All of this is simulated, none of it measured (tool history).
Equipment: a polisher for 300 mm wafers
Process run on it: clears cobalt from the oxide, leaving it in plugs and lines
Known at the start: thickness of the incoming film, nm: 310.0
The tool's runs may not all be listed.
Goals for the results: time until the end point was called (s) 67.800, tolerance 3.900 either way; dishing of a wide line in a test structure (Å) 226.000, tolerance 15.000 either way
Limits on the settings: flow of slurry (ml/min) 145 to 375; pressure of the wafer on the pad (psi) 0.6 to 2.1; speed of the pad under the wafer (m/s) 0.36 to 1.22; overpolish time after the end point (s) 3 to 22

| run | hour | flow of slurry (ml/min) | pressure of the wafer on the pad (psi) | speed of the pad under the wafer (m/s) | overpolish time after the end point (s) | time until the end point was called (s) | dishing of a wide line in a test structure (Å) |
|---|---|---|---|---|---|---|---|
| 1 | 0.0 | 240 | 1.3 | 0.78 | 11 | 105.150 | 252.620 |
| 2 | 2.7 | 240 | 1.4 | 0.78 | 9 | 98.890 | 229.690 |
| 3 | 9.6 | 240 | 1.5 | 0.78 | 8 | 93.294 | 218.660 |
| 4 | 16.3 | 240 | 1.5 | 0.78 | 3 | 93.718 | 96.184 |
| 5 | 19.8 | 240 | 1.6 | 0.78 | 4 | 85.517 | 136.240 |
| 6 | 22.2 | 240 | 1.6 | 0.78 | 7 | 85.772 | 210.630 |
| 7 | 27.8 | 240 | 1.7 | 0.80 | 7 | 81.357 | 230.700 |
| 8 | 35.3 | 240 | 1.7 | 0.82 | 7 | 77.250 | 221.180 |
| 9 | 38.5 | 240 | 1.7 | 0.84 | 7 | 77.238 | 231.280 |
| 10 | 41.9 | 240 | 1.7 | 0.86 | 7 | 73.218 | 233.490 |
| 11 | 43.3 | 240 | 1.8 | 0.86 | 5 | 68.201 | 190.900 |
| 12 | 50.0 | 240 | 1.8 | 0.84 | 5 | 72.136 | 188.740 |
| 13 | 58.4 | 240 | 1.9 | 0.84 | 5 | 69.083 | 192.840 |
| 14 | 62.9 | 240 | 1.9 | 0.84 | 7 | 69.234 | 255.560 |

4 candidate next runs follow, results not yet known. Just one meets every target within its allowed miss. Identify it.
| A | 67.4 | 255 | 1.8 | 0.88 | 9 | ? | ? |
| B | 67.4 | 260 | 1.9 | 0.86 | 5 | ? | ? |
| C | 67.4 | 245 | 1.9 | 0.74 | 6 | ? | ? |
| D | 67.4 | 270 | 1.9 | 0.84 | 6 | ? | ? |

| move | time until the end point was called (s) | dishing of a wide line in a test structure (Å) |
|---|---|---|
| A | 68.645 | 300.900 |
| B | 66.643 | 195.370 |
| C | 77.522 | 200.560 |
| D | 67.962 | 223.020 |
A: the biggest miss grows against the last run
B: carries the result that was furthest off beyond its target, to the other side
C: carries the result that was furthest off beyond its target, to the other side
D: every result within its allowed miss
The move that meets every target is D.

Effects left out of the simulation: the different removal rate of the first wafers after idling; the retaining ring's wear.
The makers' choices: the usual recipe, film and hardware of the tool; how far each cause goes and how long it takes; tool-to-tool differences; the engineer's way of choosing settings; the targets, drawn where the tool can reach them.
